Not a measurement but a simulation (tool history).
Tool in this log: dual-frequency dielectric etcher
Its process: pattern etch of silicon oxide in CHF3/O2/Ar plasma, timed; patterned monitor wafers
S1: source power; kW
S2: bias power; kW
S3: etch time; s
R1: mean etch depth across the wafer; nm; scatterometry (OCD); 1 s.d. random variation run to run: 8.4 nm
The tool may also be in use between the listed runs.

run    day     S1     S2     S3      R1
  1  0.000  0.860  0.138  712.5  1495.6
  2  0.346  0.860  0.148  712.5  1532.9
  3  0.550  0.800  0.148  712.5  1463.5
  4  0.842  0.850  0.149  712.5  1523.6
  5  1.004  0.890  0.150  712.5  1563.3
  6  1.067  0.890  0.150  712.5  1568.2
  7  1.267  0.920  0.150  712.5  1597.5
  8  1.300  0.950  0.150  712.5  1643.1

Run 9 has not been measured yet. What should we expect?
  9  1.592  0.970  0.150  712.5   ?

{"run 9": {"R1": 1638.4}}
